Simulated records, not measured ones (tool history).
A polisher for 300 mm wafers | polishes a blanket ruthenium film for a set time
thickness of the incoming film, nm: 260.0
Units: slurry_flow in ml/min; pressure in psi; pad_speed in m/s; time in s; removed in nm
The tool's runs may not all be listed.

run,hour,slurry_flow,pressure,pad_speed,time,removed
1,0.0,130,2.0,0.88,52,46.704
2,4.1,130,2.0,0.74,52,39.310
3,11.9,130,2.0,0.74,55,42.316
4,18.1,130,2.0,0.94,55,52.105
5,22.1,110,2.0,0.94,55,51.630
6,29.9,140,2.0,0.94,55,52.597
7,37.2,140,1.8,0.94,55,48.857
8,42.3,140,1.6,0.92,55,41.787

Forecast run 9:
9,43.5,140,1.5,0.92,55,?

removed: 39.624 nm

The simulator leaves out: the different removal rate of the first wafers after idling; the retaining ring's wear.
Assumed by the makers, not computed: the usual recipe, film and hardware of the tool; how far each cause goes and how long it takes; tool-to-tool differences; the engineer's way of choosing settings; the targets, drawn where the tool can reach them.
